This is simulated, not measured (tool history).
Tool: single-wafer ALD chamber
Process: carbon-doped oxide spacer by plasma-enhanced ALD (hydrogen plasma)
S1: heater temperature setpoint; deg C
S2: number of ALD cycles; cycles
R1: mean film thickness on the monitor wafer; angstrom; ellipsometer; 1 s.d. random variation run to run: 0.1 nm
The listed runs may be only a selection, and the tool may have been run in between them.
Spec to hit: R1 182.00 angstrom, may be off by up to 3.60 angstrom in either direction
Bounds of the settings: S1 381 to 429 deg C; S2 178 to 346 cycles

run	hour	S1	S2	R1
1	0.0	405	262	141.29
2	6.2	416	262	136.46
3	13.1	411	280	149.32
4	15.9	411	250	132.22
5	19.6	411	286	150.88
6	23.4	407	298	162.30
7	29.1	403	303	164.52
8	37.1	402	310	169.23

Next run, 5 choices. One meets every target within its allowed miss, the rest don't. Which?
A	45.1	404	274	?
B	45.1	396	295	?
C	45.1	407	285	?
D	45.1	406	336	?
E	45.1	415	313	?

move	R1
A	148.87
B	162.21
C	153.39
D	181.41
E	164.20
A: further off than the last run
B: further off than the last run
C: further off than the last run
D: each result inside its tolerance
E: further off than the last run
So the answer is move D, the one that meets all the targets.
